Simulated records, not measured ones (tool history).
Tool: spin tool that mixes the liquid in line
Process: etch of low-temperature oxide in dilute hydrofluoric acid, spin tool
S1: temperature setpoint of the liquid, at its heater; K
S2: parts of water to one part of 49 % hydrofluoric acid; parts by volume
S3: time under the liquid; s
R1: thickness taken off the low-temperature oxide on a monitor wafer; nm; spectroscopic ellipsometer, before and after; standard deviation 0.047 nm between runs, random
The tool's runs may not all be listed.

{"run": 1, "hour": 0.0, "S1": 295.15, "S2": 150, "S3": 15, "R1": 2.6048}
{"run": 2, "hour": 2.4, "S1": 296.65, "S2": 130, "S3": 15, "R1": 3.2434}
{"run": 3, "hour": 6.6, "S1": 296.65, "S2": 80, "S3": 15, "R1": 5.6646}
{"run": 4, "hour": 11.1, "S1": 298.15, "S2": 80, "S3": 15, "R1": 5.9788}
{"run": 5, "hour": 13.8, "S1": 298.15, "S2": 80, "S3": 15, "R1": 5.956}
{"run": 6, "hour": 22.1, "S1": 296.15, "S2": 80, "S3": 15, "R1": 5.5553}
{"run": 7, "hour": 31.0, "S1": 297.15, "S2": 80, "S3": 15, "R1": 5.7855}
{"run": 8, "hour": 37.4, "S1": 298.15, "S2": 80, "S3": 15, "R1": 6.0126}
{"run": 9, "hour": 42.2, "S1": 299.15, "S2": 80, "S3": 15, "R1": 6.2335}
{"run": 10, "hour": 43.1, "S1": 299.65, "S2": 80, "S3": 15, "R1": 6.3594}

Predict the results of run 11:
{"run": 11, "hour": 49.9, "S1": 303.15, "S2": 65, "S3": 15, "R1": "?"}

Run 11 came out at R1 9.3009 nm.
